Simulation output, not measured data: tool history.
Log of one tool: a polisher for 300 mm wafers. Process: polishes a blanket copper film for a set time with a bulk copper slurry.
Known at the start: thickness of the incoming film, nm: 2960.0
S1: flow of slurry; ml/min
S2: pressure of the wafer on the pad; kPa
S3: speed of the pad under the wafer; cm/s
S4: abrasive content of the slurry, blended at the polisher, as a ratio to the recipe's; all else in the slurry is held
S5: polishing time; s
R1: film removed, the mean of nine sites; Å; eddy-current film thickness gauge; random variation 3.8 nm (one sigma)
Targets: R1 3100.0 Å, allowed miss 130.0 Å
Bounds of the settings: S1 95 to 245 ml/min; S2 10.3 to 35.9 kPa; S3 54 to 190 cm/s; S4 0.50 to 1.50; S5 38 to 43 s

run	hour	S1	S2	S3	S4	S5	R1
1	0.0	155	22.8	122	1.00	43	5162.0
2	1.3	155	19.3	120	1.00	43	4281.3
3	5.9	155	19.3	120	0.85	43	4227.6
4	10.7	155	19.3	146	0.85	43	4962.5
5	13.8	155	19.3	136	0.85	43	4745.7
6	14.8	155	19.3	136	0.85	43	4637.6
7	19.8	155	16.5	136	0.85	43	4126.9
8	28.8	155	14.5	136	0.85	43	3555.2
9	31.9	155	13.8	136	0.85	43	3423.7
10	36.2	155	13.1	136	0.85	43	3289.4

Which of these 5 next moves meets every target?
A	40.5	165	13.8	126	0.75	38	?
B	40.5	150	14.5	134	0.85	41	?
C	40.5	150	12.4	144	0.80	42	?
D	40.5	185	12.4	154	0.65	43	?
E	40.5	170	13.8	144	0.95	41	?

move	R1
A	2777.7
B	3361.7
C	3156.9
D	3426.6
E	3571.2
A: takes the result that was furthest off past its target
B: further off than the last run
C: meets every target
D: further off than the last run
E: further off than the last run
The right move is C.

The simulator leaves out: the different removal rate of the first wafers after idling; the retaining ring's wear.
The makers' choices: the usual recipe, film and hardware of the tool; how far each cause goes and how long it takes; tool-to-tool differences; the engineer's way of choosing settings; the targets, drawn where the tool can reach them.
